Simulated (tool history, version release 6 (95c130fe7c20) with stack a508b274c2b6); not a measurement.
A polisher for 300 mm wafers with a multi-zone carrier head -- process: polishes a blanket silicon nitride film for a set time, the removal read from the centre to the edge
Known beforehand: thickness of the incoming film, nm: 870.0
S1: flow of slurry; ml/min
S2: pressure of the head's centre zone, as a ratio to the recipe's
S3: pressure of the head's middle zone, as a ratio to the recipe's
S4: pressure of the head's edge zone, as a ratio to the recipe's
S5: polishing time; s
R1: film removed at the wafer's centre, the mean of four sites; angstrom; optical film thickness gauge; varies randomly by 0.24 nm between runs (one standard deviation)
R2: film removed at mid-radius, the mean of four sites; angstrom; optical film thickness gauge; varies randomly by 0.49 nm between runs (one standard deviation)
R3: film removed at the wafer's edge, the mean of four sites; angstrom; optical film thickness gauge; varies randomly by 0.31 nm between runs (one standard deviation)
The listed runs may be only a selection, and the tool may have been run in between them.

| run | hour | S1 | S2 | S3 | S4 | S5 | R1 | R2 | R3 |
|---|---|---|---|---|---|---|---|---|---|
| 1 | 0 | 135 | 1 | 1 | 1 | 50 | 512.86 | 493.75 | 516.33 |
| 2 | 6 | 135 | 1 | 0.92 | 1 | 50 | 508.78 | 470.83 | 522.71 |
| 3 | 8.8 | 135 | 1 | 0.92 | 1 | 59 | 610.7 | 573.01 | 611.78 |
| 4 | 12 | 135 | 0.92 | 0.92 | 1 | 59 | 552.97 | 546.58 | 612.97 |
| 5 | 13.7 | 135 | 0.92 | 0.92 | 0.92 | 59 | 554.48 | 555.94 | 591.56 |
| 6 | 22.1 | 160 | 0.92 | 0.92 | 0.92 | 59 | 580.49 | 568.85 | 615.88 |
| 7 | 28 | 145 | 0.9 | 0.89 | 0.91 | 54 | 509.34 | 516.17 | 542.79 |

Predict the results of run 8:
| 8 | 34.1 | 135 | 0.9 | 0.87 | 0.97 | 49 | ? | ? | ? |

Run 8 measured R1 449.71 angstrom, R2 433.29 angstrom, R3 507.92 angstrom.
